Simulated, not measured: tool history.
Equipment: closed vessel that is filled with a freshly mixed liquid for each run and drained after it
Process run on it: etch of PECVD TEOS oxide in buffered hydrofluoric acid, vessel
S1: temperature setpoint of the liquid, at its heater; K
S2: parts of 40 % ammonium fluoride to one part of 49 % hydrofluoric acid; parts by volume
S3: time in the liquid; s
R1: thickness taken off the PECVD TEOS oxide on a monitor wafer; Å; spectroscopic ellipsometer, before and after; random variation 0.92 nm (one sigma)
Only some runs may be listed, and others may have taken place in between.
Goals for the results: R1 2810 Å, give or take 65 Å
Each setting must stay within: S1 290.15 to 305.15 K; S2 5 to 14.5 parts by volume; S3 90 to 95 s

{"run": 1, "hour": 0.0, "S1": 298.15, "S2": 9, "S3": 90, "R1": 2272.2}
{"run": 2, "hour": 2.7, "S1": 298.65, "S2": 9, "S3": 90, "R1": 2349.2}
{"run": 3, "hour": 7.1, "S1": 298.65, "S2": 9, "S3": 95, "R1": 2479.2}
{"run": 4, "hour": 14.5, "S1": 298.65, "S2": 9, "S3": 95, "R1": 2472.9}
{"run": 5, "hour": 20.3, "S1": 298.65, "S2": 10, "S3": 95, "R1": 2317.9}
{"run": 6, "hour": 24.1, "S1": 295.65, "S2": 10, "S3": 95, "R1": 1965}
{"run": 7, "hour": 32.4, "S1": 296.15, "S2": 10, "S3": 95, "R1": 2031.9}
{"run": 8, "hour": 36.8, "S1": 296.65, "S2": 10, "S3": 95, "R1": 2076.6}
{"run": 9, "hour": 40.9, "S1": 297.15, "S2": 10, "S3": 95, "R1": 2132.1}
{"run": 10, "hour": 45.2, "S1": 297.65, "S2": 10, "S3": 95, "R1": 2194.6}
{"run": 11, "hour": 54.0, "S1": 298.15, "S2": 10, "S3": 95, "R1": 2249.7}
{"run": 12, "hour": 55.6, "S1": 298.65, "S2": 10, "S3": 95, "R1": 2304.9}
{"run": 13, "hour": 58.2, "S1": 299.15, "S2": 10, "S3": 95, "R1": 2383.2}
{"run": 14, "hour": 65.7, "S1": 299.65, "S2": 10, "S3": 95, "R1": 2446.8}
{"run": 15, "hour": 71.0, "S1": 300.15, "S2": 10, "S3": 95, "R1": 2511.8}
{"run": 16, "hour": 78.3, "S1": 301.15, "S2": 10, "S3": 95, "R1": 2637.6}

Consider the 5 candidate settings below. Which is the only one whose results all fall within their allowed miss of target?
{"run": "A", "hour": 85.6, "S1": 302.15, "S2": 10, "S3": 95, "R1": "?"}
{"run": "B", "hour": 85.6, "S1": 300.65, "S2": 9.5, "S3": 95, "R1": "?"}
{"run": "C", "hour": 85.6, "S1": 303.15, "S2": 10, "S3": 95, "R1": "?"}
{"run": "D", "hour": 85.6, "S1": 301.65, "S2": 9.5, "S3": 90, "R1": "?"}
{"run": "E", "hour": 85.6, "S1": 302.15, "S2": 10, "S3": 90, "R1": "?"}

move=A R1=2779.8
move=B R1=2651.4
move=C R1=2929.9
move=D R1=2648.9
move=E R1=2633.5
A: all results in spec
B: better than the last run, though not everything is in spec
C: the result that was furthest off in the last run now lies on the other side of its target
D: better than the last run, though not everything is in spec
E: about as far from the targets as the last run
A meets every target.
